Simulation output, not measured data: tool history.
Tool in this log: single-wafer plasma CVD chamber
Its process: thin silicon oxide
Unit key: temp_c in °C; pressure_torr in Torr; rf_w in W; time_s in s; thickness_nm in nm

run 1 day=0 | temp_c=405 pressure_torr=0.996 rf_w=250 time_s=6.29 | thickness_nm=12.385
run 2 day=0.317 | temp_c=405 pressure_torr=0.917 rf_w=245 time_s=6.29 | thickness_nm=11.419
run 3 day=0.517 | temp_c=405 pressure_torr=0.863 rf_w=245 time_s=6.29 | thickness_nm=10.767
run 4 day=0.858 | temp_c=405 pressure_torr=0.827 rf_w=245 time_s=6.29 | thickness_nm=10.287
run 5 day=0.988 | temp_c=405 pressure_torr=0.802 rf_w=245 time_s=6.29 | thickness_nm=10.012
run 6 day=1.246 | temp_c=405 pressure_torr=0.783 rf_w=245 time_s=6.29 | thickness_nm=9.732

For run 7, what comes out?
run 7 day=1.471 | temp_c=405 pressure_torr=0.77 rf_w=245 time_s=6.29 | thickness_nm=?

{"run 7": {"thickness_nm": 9.5554}}

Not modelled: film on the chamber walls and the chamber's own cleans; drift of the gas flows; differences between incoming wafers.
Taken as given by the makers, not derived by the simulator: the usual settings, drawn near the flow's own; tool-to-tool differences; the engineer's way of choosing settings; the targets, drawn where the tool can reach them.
